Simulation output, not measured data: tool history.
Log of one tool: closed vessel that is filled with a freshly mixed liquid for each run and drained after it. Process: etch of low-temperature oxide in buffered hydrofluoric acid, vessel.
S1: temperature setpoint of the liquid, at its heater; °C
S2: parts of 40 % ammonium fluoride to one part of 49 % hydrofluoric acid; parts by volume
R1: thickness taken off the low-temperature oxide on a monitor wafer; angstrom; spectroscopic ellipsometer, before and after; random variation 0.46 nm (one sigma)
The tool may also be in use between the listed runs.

Run 1, hour 0.0: S1 21.0 °C, S2 14.5 parts by volume, time in the liquid (s) 35. Result: R1 429.03 angstrom.
Run 2, hour 6.5: S1 22.0 °C, S2 14.0 parts by volume, time in the liquid (s) 35. Result: R1 468.85 angstrom.
Run 3, hour 12.7: S1 23.0 °C, S2 13.5 parts by volume, time in the liquid (s) 35. Result: R1 514.36 angstrom.
Run 4, hour 20.0: S1 24.0 °C, S2 13.0 parts by volume, time in the liquid (s) 35. Result: R1 562.60 angstrom.
Run 5, hour 24.6: S1 21.5 °C, S2 13.0 parts by volume, time in the liquid (s) 35. Result: R1 487.55 angstrom.
Run 6, hour 28.6: S1 22.5 °C, S2 12.5 parts by volume, time in the liquid (s) 35. Result: R1 540.40 angstrom.
Run 7, hour 29.7: S1 23.5 °C, S2 12.0 parts by volume, time in the liquid (s) 35. Result: R1 591.31 angstrom.
Run 8, hour 31.0: S1 24.0 °C, S2 11.5 parts by volume, time in the liquid (s) 35. Result: R1 639.19 angstrom.
Run 9, hour 36.7: S1 24.5 °C, S2 11.5 parts by volume, time in the liquid (s) 35. Result: R1 655.39 angstrom.
Run 10, hour 38.8: S1 25.0 °C, S2 11.5 parts by volume, time in the liquid (s) 35. Result: R1 675.91 angstrom.
Run 11, hour 41.5: S1 25.5 °C, S2 11.5 parts by volume, time in the liquid (s) 35. Result: R1 685.74 angstrom.
Run 12, hour 43.4: S1 29.0 °C, S2 8.5 parts by volume, time in the liquid (s) 35. Result: R1 1088.00 angstrom.

Run 13 comes next. What will it give?
Run 13, hour 49.3: S1 28.5 °C, S2 8.5 parts by volume, time in the liquid (s) 35. Result: R1 ?.

Run 13 gave R1 1050.50 angstrom.
